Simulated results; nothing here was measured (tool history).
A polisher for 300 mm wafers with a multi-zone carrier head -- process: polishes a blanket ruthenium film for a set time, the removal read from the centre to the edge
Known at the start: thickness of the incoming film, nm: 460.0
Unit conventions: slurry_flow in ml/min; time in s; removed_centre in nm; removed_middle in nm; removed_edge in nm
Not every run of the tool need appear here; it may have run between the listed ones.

run	hour	slurry_flow	centre_zone	middle_zone	edge_zone	time	removed_centre	removed_middle	removed_edge
1	0.0	250	1.00	1.00	1.00	51	66.025	64.319	68.498
2	8.8	250	1.00	0.97	0.96	47	60.049	57.495	60.122
3	10.0	240	0.98	0.92	0.93	46	56.981	53.711	57.794
4	16.7	270	0.98	0.92	0.93	46	59.006	56.174	60.843
5	18.7	235	0.98	0.90	0.91	45	55.091	52.057	55.540
6	25.8	215	0.98	0.88	0.90	45	54.229	48.906	55.352
7	29.7	200	0.98	0.89	0.87	45	53.356	49.822	53.624

Predict the results of run 8:
8	33.9	190	0.98	0.88	0.85	44	?	?	?

Run 8 yielded removed_centre 51.398 nm, removed_middle 47.211 nm, removed_edge 51.292 nm.

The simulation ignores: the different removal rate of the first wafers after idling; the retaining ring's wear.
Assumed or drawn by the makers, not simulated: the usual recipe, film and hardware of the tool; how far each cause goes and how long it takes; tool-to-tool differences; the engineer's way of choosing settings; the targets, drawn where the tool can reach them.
